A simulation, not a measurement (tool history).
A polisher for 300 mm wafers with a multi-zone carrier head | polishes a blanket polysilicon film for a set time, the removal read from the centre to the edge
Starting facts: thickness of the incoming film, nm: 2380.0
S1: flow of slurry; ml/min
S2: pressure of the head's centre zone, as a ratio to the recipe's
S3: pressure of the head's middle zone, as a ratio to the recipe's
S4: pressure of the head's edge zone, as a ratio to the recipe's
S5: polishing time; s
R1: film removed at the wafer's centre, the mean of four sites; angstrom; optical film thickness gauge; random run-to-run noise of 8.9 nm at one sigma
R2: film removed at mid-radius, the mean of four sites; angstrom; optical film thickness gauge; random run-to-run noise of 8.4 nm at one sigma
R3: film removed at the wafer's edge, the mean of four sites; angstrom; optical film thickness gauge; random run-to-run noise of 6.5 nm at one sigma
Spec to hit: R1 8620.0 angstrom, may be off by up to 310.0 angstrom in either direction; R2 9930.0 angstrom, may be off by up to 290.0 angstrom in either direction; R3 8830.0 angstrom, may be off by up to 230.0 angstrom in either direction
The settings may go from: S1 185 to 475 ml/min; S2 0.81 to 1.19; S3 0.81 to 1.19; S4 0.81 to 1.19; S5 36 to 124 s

run	hour	S1	S2	S3	S4	S5	R1	R2	R3
1	0.0	305	1.00	1.00	1.00	79	8133.0	7698.4	7759.1
2	2.8	305	1.00	1.00	1.08	79	8106.1	7715.2	7986.5
3	10.8	305	0.96	1.00	1.08	79	7705.3	7920.9	7969.5
4	11.6	305	0.96	1.00	1.00	79	7697.9	7768.8	7730.5
5	16.7	305	0.91	1.00	1.00	79	7227.5	7716.0	7770.2
6	17.5	310	0.92	1.02	1.02	80	7527.6	7899.9	7953.1
7	19.0	295	0.91	1.04	1.00	82	7552.2	8356.1	7945.6
8	21.1	305	0.92	1.06	1.02	83	7728.4	8507.9	8293.9
9	23.5	350	0.98	1.16	0.97	88	8875.1	9790.6	8485.2
10	27.6	350	0.97	1.16	0.98	88	8792.4	9916.5	8506.4

Pick the move, out of 4, that brings all results within their allowed miss; only one does.
A	31.7	345	0.94	1.19	0.97	87	?	?	?
B	31.7	390	1.00	1.16	0.88	86	?	?	?
C	31.7	295	0.96	1.15	0.95	87	?	?	?
D	31.7	320	0.93	1.14	0.98	91	?	?	?

move	R1	R2	R3
A	8381.7	10029.0	8349.6
B	8884.6	9763.2	7961.4
C	8472.0	9646.0	8219.1
D	8628.0	10064.0	8749.3
A: moves away from the targets compared with the last run
B: moves away from the targets compared with the last run
C: moves away from the targets compared with the last run
D: every result within its allowed miss
D is the move that brings every result within its allowed miss.
